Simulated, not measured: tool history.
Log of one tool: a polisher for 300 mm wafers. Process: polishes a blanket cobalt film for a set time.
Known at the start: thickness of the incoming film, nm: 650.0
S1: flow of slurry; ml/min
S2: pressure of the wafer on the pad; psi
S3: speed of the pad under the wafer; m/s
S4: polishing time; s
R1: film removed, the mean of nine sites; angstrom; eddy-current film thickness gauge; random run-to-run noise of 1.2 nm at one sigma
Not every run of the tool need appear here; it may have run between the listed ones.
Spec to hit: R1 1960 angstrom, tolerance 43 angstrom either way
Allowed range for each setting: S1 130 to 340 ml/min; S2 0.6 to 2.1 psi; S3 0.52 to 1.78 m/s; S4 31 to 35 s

run 1 day=0 | S1=220 S2=1.3 S3=1.14 S4=35 | R1=1261
run 2 day=0.029 | S1=190 S2=1.3 S3=1.14 S4=35 | R1=1220.5
run 3 day=0.217 | S1=190 S2=1.1 S3=1.14 S4=35 | R1=1041.2
run 4 day=0.388 | S1=205 S2=1.2 S3=1.14 S4=35 | R1=1145.6
run 5 day=0.6 | S1=205 S2=1.2 S3=1.14 S4=35 | R1=1137.9
run 6 day=0.917 | S1=205 S2=1.2 S3=0.98 S4=35 | R1=999.65
run 7 day=0.971 | S1=215 S2=1.3 S3=0.98 S4=35 | R1=1077.2
run 8 day=1.108 | S1=225 S2=1.4 S3=0.98 S4=35 | R1=1175.2
run 9 day=1.267 | S1=235 S2=1.5 S3=0.98 S4=35 | R1=1262

Of the 4 settings listed for the next run, only one would bring every result within its allowed miss of target. Which one?
run A day=1.425 | S1=260 S2=1.8 S3=1.22 S4=35 | R1=?
run B day=1.425 | S1=155 S2=1.6 S3=1.56 S4=35 | R1=?
run C day=1.425 | S1=210 S2=1 S3=0.78 S4=31 | R1=?
run D day=1.425 | S1=290 S2=1.8 S3=1.2 S4=35 | R1=?

move=A R1=1834.9
move=B R1=1939.4
move=C R1=601.63
move=D R1=1825
A: gains on the last run, yet a result remains outside its allowed miss
B: meets every target
C: its largest miss is bigger than the last run's
D: gains on the last run, yet a result remains outside its allowed miss
The move that meets every target is B.
